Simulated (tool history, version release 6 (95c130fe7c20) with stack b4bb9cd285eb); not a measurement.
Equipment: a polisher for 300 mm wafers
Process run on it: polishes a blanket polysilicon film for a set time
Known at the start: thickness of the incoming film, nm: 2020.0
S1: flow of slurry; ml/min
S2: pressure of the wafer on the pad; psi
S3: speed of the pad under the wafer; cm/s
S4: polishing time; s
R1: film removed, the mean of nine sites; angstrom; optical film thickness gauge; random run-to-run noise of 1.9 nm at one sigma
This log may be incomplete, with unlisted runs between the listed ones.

{"run": 1, "day": 0.0, "S1": 290, "S2": 3.3, "S3": 88, "S4": 21, "R1": 1603.5}
{"run": 2, "day": 0.342, "S1": 290, "S2": 3.7, "S3": 88, "S4": 21, "R1": 1809.7}
{"run": 3, "day": 0.525, "S1": 290, "S2": 4, "S3": 88, "S4": 21, "R1": 1944.6}
{"run": 4, "day": 0.708, "S1": 290, "S2": 4, "S3": 106, "S4": 21, "R1": 2266.1}
{"run": 5, "day": 0.758, "S1": 245, "S2": 4, "S3": 106, "S4": 21, "R1": 2203.9}
{"run": 6, "day": 0.925, "S1": 245, "S2": 4.4, "S3": 106, "S4": 21, "R1": 2421}
{"run": 7, "day": 1.05, "S1": 260, "S2": 4.4, "S3": 106, "S4": 21, "R1": 2480.9}

Estimate the outcome of run 8 from the log above:
{"run": 8, "day": 1.283, "S1": 270, "S2": 4.4, "S3": 106, "S4": 21, "R1": "?"}

{"run 8": {"R1": 2472.1}}
